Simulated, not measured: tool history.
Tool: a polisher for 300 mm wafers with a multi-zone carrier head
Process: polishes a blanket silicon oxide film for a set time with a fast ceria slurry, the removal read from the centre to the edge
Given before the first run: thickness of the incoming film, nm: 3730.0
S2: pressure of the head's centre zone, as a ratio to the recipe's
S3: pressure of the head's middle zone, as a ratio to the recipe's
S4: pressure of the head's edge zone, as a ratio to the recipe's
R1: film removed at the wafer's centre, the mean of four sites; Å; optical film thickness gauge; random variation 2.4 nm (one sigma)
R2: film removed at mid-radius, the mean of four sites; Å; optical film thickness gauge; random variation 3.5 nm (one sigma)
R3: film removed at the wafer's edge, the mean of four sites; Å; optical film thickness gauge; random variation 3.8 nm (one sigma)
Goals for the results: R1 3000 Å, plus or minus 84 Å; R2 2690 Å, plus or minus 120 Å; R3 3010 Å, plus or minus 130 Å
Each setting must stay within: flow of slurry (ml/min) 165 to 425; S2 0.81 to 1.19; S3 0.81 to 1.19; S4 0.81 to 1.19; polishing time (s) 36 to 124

{"run": 1, "hour": 0.0, "flow of slurry (ml/min)": 275, "S2": 1, "S3": 1, "S4": 1, "polishing time (s)": 79, "R1": 5746.3, "R2": 5796, "R3": 5881.7}
{"run": 2, "hour": 0.8, "flow of slurry (ml/min)": 260, "S2": 0.99, "S3": 0.98, "S4": 0.98, "polishing time (s)": 74, "R1": 5231.4, "R2": 5356.6, "R3": 5636.4}
{"run": 3, "hour": 5.1, "flow of slurry (ml/min)": 215, "S2": 0.99, "S3": 0.98, "S4": 0.98, "polishing time (s)": 74, "R1": 5196.6, "R2": 5305.1, "R3": 5457.5}
{"run": 4, "hour": 13.8, "flow of slurry (ml/min)": 210, "S2": 0.99, "S3": 0.96, "S4": 0.96, "polishing time (s)": 69, "R1": 4830.9, "R2": 4860.7, "R3": 5085.7}
{"run": 5, "hour": 20.2, "flow of slurry (ml/min)": 270, "S2": 0.99, "S3": 0.96, "S4": 0.96, "polishing time (s)": 69, "R1": 4898.2, "R2": 4917.5, "R3": 5103.6}
{"run": 6, "hour": 25.2, "flow of slurry (ml/min)": 270, "S2": 0.99, "S3": 0.88, "S4": 0.96, "polishing time (s)": 69, "R1": 4975.1, "R2": 4680.9, "R3": 5081.4}
{"run": 7, "hour": 33.3, "flow of slurry (ml/min)": 255, "S2": 0.99, "S3": 0.87, "S4": 0.94, "polishing time (s)": 65, "R1": 4659, "R2": 4311.5, "R3": 4774.9}
{"run": 8, "hour": 34.3, "flow of slurry (ml/min)": 245, "S2": 0.99, "S3": 0.86, "S4": 0.92, "polishing time (s)": 61, "R1": 4345.4, "R2": 3962.5, "R3": 4484.5}
{"run": 9, "hour": 40.3, "flow of slurry (ml/min)": 245, "S2": 0.99, "S3": 0.86, "S4": 0.92, "polishing time (s)": 61, "R1": 4359.2, "R2": 3951.6, "R3": 4422.4}
{"run": 10, "hour": 47.0, "flow of slurry (ml/min)": 245, "S2": 0.99, "S3": 0.86, "S4": 0.91, "polishing time (s)": 58, "R1": 4110.3, "R2": 3824.7, "R3": 4163.5}
{"run": 11, "hour": 54.2, "flow of slurry (ml/min)": 170, "S2": 1.01, "S3": 0.81, "S4": 0.9, "polishing time (s)": 36, "R1": 2537.9, "R2": 2203.1, "R3": 2525.7}
{"run": 12, "hour": 61.3, "flow of slurry (ml/min)": 185, "S2": 1.01, "S3": 0.81, "S4": 0.9, "polishing time (s)": 36, "R1": 2537.7, "R2": 2191.6, "R3": 2584}
{"run": 13, "hour": 62.6, "flow of slurry (ml/min)": 200, "S2": 1.01, "S3": 0.82, "S4": 0.9, "polishing time (s)": 36, "R1": 2587, "R2": 2220.6, "R3": 2566.6}
{"run": 14, "hour": 67.7, "flow of slurry (ml/min)": 215, "S2": 1.01, "S3": 0.83, "S4": 0.9, "polishing time (s)": 36, "R1": 2560.6, "R2": 2283.9, "R3": 2578.4}
{"run": 15, "hour": 69.0, "flow of slurry (ml/min)": 225, "S2": 1.01, "S3": 0.83, "S4": 0.9, "polishing time (s)": 37, "R1": 2644.9, "R2": 2268.6, "R3": 2613}
{"run": 16, "hour": 72.2, "flow of slurry (ml/min)": 230, "S2": 1.01, "S3": 0.83, "S4": 0.9, "polishing time (s)": 38, "R1": 2754.7, "R2": 2388, "R3": 2668.5}
{"run": 17, "hour": 76.7, "flow of slurry (ml/min)": 235, "S2": 1, "S3": 0.83, "S4": 0.9, "polishing time (s)": 38, "R1": 2716.8, "R2": 2402.5, "R3": 2733.9}
{"run": 18, "hour": 78.6, "flow of slurry (ml/min)": 245, "S2": 1, "S3": 0.83, "S4": 0.9, "polishing time (s)": 38, "R1": 2756.8, "R2": 2417.8, "R3": 2749.6}
{"run": 19, "hour": 79.5, "flow of slurry (ml/min)": 320, "S2": 1.02, "S3": 0.9, "S4": 0.99, "polishing time (s)": 41, "R1": 3059.2, "R2": 2850.6, "R3": 3085.5}
{"run": 20, "hour": 83.5, "flow of slurry (ml/min)": 320, "S2": 1.02, "S3": 0.9, "S4": 0.99, "polishing time (s)": 41, "R1": 3044.2, "R2": 2892.9, "R3": 3088.3}
{"run": 21, "hour": 84.9, "flow of slurry (ml/min)": 300, "S2": 1.03, "S3": 0.83, "S4": 0.97, "polishing time (s)": 40, "R1": 3064.4, "R2": 2554.8, "R3": 3099.2}

Which of these 5 next moves meets every target?
{"run": "A", "hour": 86.3, "flow of slurry (ml/min)": 360, "S2": 1.02, "S3": 0.81, "S4": 0.84, "polishing time (s)": 42, "R1": "?", "R2": "?", "R3": "?"}
{"run": "B", "hour": 86.3, "flow of slurry (ml/min)": 250, "S2": 1.09, "S3": 0.81, "S4": 1.01, "polishing time (s)": 39, "R1": "?", "R2": "?", "R3": "?"}
{"run": "C", "hour": 86.3, "flow of slurry (ml/min)": 355, "S2": 1.06, "S3": 0.81, "S4": 1.02, "polishing time (s)": 38, "R1": "?", "R2": "?", "R3": "?"}
{"run": "D", "hour": 86.3, "flow of slurry (ml/min)": 285, "S2": 1.05, "S3": 0.81, "S4": 0.86, "polishing time (s)": 40, "R1": "?", "R2": "?", "R3": "?"}
{"run": "E", "hour": 86.3, "flow of slurry (ml/min)": 305, "S2": 1, "S3": 0.85, "S4": 0.91, "polishing time (s)": 41, "R1": "?", "R2": "?", "R3": "?"}

move=A R1=3111.2 R2=2653.9 R3=2983.4
move=B R1=2999.2 R2=2398.5 R3=2938.8
move=C R1=2923.1 R2=2397.8 R3=2932.8
move=D R1=2995.6 R2=2485.8 R3=2833.1
move=E R1=2940.2 R2=2659.4 R3=2983.6
A: brings the last run's worst result on target, with another outside its allowed miss
B: the biggest miss grows against the last run
C: the biggest miss grows against the last run
D: the biggest miss grows against the last run
E: each result inside its tolerance
Answer: E
